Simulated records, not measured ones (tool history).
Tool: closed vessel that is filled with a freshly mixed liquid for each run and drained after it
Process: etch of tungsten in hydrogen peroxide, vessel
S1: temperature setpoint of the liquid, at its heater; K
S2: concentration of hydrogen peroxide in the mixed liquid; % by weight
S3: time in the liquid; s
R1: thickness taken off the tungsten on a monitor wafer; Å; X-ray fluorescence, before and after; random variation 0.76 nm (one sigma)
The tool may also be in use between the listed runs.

run,day,S1,S2,S3,R1
1,0,327.15,17,30,614.96
2,0.288,328.15,17,30,652.88
3,0.562,329.15,17,30,690.19
4,0.712,329.15,17,30,691.94
5,1.071,329.15,17,30,690.2
6,1.279,329.15,19,30,734.89
7,1.471,329.65,19,30,749.11

The next listed run, before its measurement:
8,1.783,330.15,19,30,?

R1: 777.02 Å

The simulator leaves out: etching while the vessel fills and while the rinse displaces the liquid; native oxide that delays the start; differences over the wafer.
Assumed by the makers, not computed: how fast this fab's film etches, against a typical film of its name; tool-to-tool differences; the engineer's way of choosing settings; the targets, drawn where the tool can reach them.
